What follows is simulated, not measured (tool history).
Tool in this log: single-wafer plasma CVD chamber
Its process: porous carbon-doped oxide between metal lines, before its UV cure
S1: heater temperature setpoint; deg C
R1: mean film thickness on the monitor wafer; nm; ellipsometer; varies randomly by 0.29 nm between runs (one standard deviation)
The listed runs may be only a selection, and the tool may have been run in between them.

Run 1, day 0.000: S1 315 deg C, RF power (kW) 0.560, deposition time (s) 17.3. Result: R1 101.43 nm.
Run 2, day 0.083: S1 313 deg C, RF power (kW) 0.565, deposition time (s) 17.3. Result: R1 102.93 nm.
Run 3, day 0.283: S1 312 deg C, RF power (kW) 0.570, deposition time (s) 17.3. Result: R1 104.00 nm.
Run 4, day 0.542: S1 311 deg C, RF power (kW) 0.575, deposition time (s) 17.3. Result: R1 105.88 nm.
Run 5, day 0.667: S1 311 deg C, RF power (kW) 0.575, deposition time (s) 17.8. Result: R1 108.54 nm.
Run 6, day 0.825: S1 316 deg C, RF power (kW) 0.575, deposition time (s) 17.8. Result: R1 106.53 nm.
Run 7, day 1.062: S1 315 deg C, RF power (kW) 0.580, deposition time (s) 17.8. Result: R1 107.01 nm.
Run 8, day 1.267: S1 314 deg C, RF power (kW) 0.580, deposition time (s) 17.8. Result: R1 107.73 nm.
Run 9, day 1.625: S1 313 deg C, RF power (kW) 0.580, deposition time (s) 17.8. Result: R1 108.05 nm.
Run 10, day 1.738: S1 312 deg C, RF power (kW) 0.580, deposition time (s) 17.8. Result: R1 108.70 nm.
Run 11, day 2.012: S1 311 deg C, RF power (kW) 0.580, deposition time (s) 17.8. Result: R1 109.61 nm.
Run 12, day 2.246: S1 310 deg C, RF power (kW) 0.580, deposition time (s) 17.8. Result: R1 109.89 nm.

Estimate the outcome of run 13 from the log above:
Run 13, day 2.304: S1 309 deg C, RF power (kW) 0.580, deposition time (s) 17.8. Result: R1 ?.

{"run 13": {"R1": 110.41}}
